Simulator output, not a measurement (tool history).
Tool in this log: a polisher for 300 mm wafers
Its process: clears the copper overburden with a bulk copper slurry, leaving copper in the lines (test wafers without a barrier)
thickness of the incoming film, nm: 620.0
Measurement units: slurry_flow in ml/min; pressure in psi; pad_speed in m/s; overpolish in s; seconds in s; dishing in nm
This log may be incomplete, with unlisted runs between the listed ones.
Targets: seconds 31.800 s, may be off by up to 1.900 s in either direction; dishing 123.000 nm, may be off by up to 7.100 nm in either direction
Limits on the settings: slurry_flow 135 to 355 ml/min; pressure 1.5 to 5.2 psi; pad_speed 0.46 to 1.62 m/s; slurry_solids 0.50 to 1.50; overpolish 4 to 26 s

run	day	slurry_flow	pressure	pad_speed	slurry_solids	overpolish	seconds	dishing
1	0.000	225	3.3	1.04	1.00	13	55.431	75.140
2	0.021	225	3.3	1.04	0.85	13	58.579	76.082
3	0.188	225	3.9	1.06	0.85	13	49.946	85.221
4	0.521	175	3.9	1.06	0.85	13	52.097	81.113
5	0.625	190	4.3	1.10	0.85	13	45.566	93.240
6	0.675	190	4.3	1.10	0.85	18	44.864	107.570
7	0.867	195	5.2	1.20	0.85	13	34.653	108.480
8	0.929	195	5.2	1.24	0.85	14	34.504	112.240

Below are 5 possible settings for the next run. Only one of them brings all results inside the allowed miss of their targets. Which is it?
A	0.992	175	5.0	1.14	0.90	17	?	?
B	0.992	170	5.1	1.34	0.90	16	?	?
C	0.992	220	4.5	1.16	0.80	17	?	?
D	0.992	190	4.9	1.06	0.90	17	?	?
E	0.992	320	5.2	1.08	0.70	15	?	?

move	seconds	dishing
A	37.251	116.520
B	31.416	122.960
C	40.487	109.840
D	40.163	111.910
E	38.372	108.380
A: brings the result that was furthest off to its target, and leaves another outside
B: in spec on every target
C: misses by more than the last run did
D: misses by more than the last run did
E: misses by more than the last run did
B meets every target.
